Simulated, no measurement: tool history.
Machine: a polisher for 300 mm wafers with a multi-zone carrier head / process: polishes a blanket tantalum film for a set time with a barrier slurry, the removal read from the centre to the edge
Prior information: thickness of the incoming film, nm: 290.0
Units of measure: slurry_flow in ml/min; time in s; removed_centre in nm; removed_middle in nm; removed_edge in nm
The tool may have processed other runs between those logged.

{"run": 1, "hour": 0.0, "slurry_flow": 160, "centre_zone": 1.0, "middle_zone": 1.0, "edge_zone": 1.0, "slurry_solids": 1.0, "time": 71, "removed_centre": 104.67, "removed_middle": 104.4, "removed_edge": 107.64}
{"run": 2, "hour": 3.1, "slurry_flow": 155, "centre_zone": 0.99, "middle_zone": 1.02, "edge_zone": 0.96, "slurry_solids": 0.85, "time": 65, "removed_centre": 91.22, "removed_middle": 92.195, "removed_edge": 92.179}
{"run": 3, "hour": 5.1, "slurry_flow": 155, "centre_zone": 0.99, "middle_zone": 1.02, "edge_zone": 1.02, "slurry_solids": 0.85, "time": 65, "removed_centre": 89.94, "removed_middle": 93.814, "removed_edge": 94.882}
{"run": 4, "hour": 9.8, "slurry_flow": 155, "centre_zone": 0.98, "middle_zone": 1.04, "edge_zone": 0.98, "slurry_solids": 0.75, "time": 61, "removed_centre": 80.51, "removed_middle": 85.354, "removed_edge": 83.978}
{"run": 5, "hour": 16.7, "slurry_flow": 155, "centre_zone": 0.98, "middle_zone": 1.05, "edge_zone": 0.94, "slurry_solids": 0.7, "time": 58, "removed_centre": 77.214, "removed_middle": 80.086, "removed_edge": 77.076}
{"run": 6, "hour": 20.8, "slurry_flow": 150, "centre_zone": 0.97, "middle_zone": 1.06, "edge_zone": 0.91, "slurry_solids": 0.65, "time": 57, "removed_centre": 70.916, "removed_middle": 78.079, "removed_edge": 73.193}
{"run": 7, "hour": 26.6, "slurry_flow": 145, "centre_zone": 0.98, "middle_zone": 1.06, "edge_zone": 0.89, "slurry_solids": 0.6, "time": 56, "removed_centre": 67.795, "removed_middle": 73.976, "removed_edge": 68.246}
{"hour": 27.7, "done": "slurry nozzle cleaned"}
{"run": 8, "hour": 27.7, "slurry_flow": 145, "centre_zone": 0.98, "middle_zone": 1.06, "edge_zone": 0.89, "slurry_solids": 0.6, "time": 56, "removed_centre": 75.172, "removed_middle": 80.255, "removed_edge": 72.953}
{"run": 9, "hour": 36.3, "slurry_flow": 125, "centre_zone": 0.95, "middle_zone": 1.05, "edge_zone": 0.81, "slurry_solids": 0.5, "time": 48, "removed_centre": 56.77, "removed_middle": 62.842, "removed_edge": 55.464}
{"run": 10, "hour": 44.1, "slurry_flow": 140, "centre_zone": 0.95, "middle_zone": 1.05, "edge_zone": 0.82, "slurry_solids": 0.5, "time": 48, "removed_centre": 58.344, "removed_middle": 64.813, "removed_edge": 55.76}

Run 11 comes next. What will it give?
{"run": 11, "hour": 49.4, "slurry_flow": 145, "centre_zone": 0.96, "middle_zone": 1.05, "edge_zone": 0.84, "slurry_solids": 0.5, "time": 48, "removed_centre": "?", "removed_middle": "?", "removed_edge": "?"}

removed_centre: 59.910 nm
removed_middle: 65.577 nm
removed_edge: 57.868 nm
